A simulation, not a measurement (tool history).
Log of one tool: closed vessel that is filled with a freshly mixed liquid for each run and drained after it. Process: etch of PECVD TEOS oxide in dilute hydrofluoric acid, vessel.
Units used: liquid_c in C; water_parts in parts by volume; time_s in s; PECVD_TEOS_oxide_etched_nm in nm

run,hour,liquid_c,water_parts,time_s,PECVD_TEOS_oxide_etched_nm
1,0,25,270,385,10.397
2,2.5,26.5,270,385,10.968
3,7,23.5,270,385,10.047
4,14.5,23.5,270,385,10.011
5,20.6,23.5,270,385,9.8792
# hour 28.3: hydrofluoric acid flow meter replaced
6,28.3,23.5,270,385,10.764
7,30.1,23.5,270,385,10.894

Run 8 is up next; what results do you expect?
8,38.8,23.5,280,385,?

{"run 8": {"PECVD_TEOS_oxide_etched_nm": 10.518}}
